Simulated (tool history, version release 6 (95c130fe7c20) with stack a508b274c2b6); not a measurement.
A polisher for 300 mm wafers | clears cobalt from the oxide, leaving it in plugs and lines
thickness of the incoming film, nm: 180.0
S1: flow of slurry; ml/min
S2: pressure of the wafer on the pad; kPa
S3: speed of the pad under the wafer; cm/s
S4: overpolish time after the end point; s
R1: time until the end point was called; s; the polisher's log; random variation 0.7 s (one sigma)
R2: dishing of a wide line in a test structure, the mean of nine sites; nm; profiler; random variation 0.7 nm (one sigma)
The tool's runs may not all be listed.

Run 1, hour 0.0: S1 130 ml/min, S2 8.3 kPa, S3 120 cm/s, S4 25 s. Result: R1 48.404 s, R2 29.679 nm.
Run 2, hour 1.4: S1 120 ml/min, S2 8.3 kPa, S3 120 cm/s, S4 25 s. Result: R1 49.866 s, R2 30.195 nm.
Run 3, hour 7.8: S1 115 ml/min, S2 8.3 kPa, S3 120 cm/s, S4 26 s. Result: R1 50.325 s, R2 31.529 nm.
Run 4, hour 14.3: S1 115 ml/min, S2 8.3 kPa, S3 120 cm/s, S4 22 s. Result: R1 50.184 s, R2 28.699 nm.
Run 5, hour 20.9: S1 115 ml/min, S2 6.2 kPa, S3 120 cm/s, S4 22 s. Result: R1 65.401 s, R2 26.074 nm.
Run 6, hour 26.4: S1 115 ml/min, S2 6.2 kPa, S3 120 cm/s, S4 24 s. Result: R1 67.071 s, R2 28.452 nm.

Run 7 comes next. What will it give?
Run 7, hour 31.4: S1 115 ml/min, S2 6.2 kPa, S3 120 cm/s, S4 25 s. Result: R1 ?, R2 ?.

Run 7 gave R1 66.708 s, R2 27.499 nm.
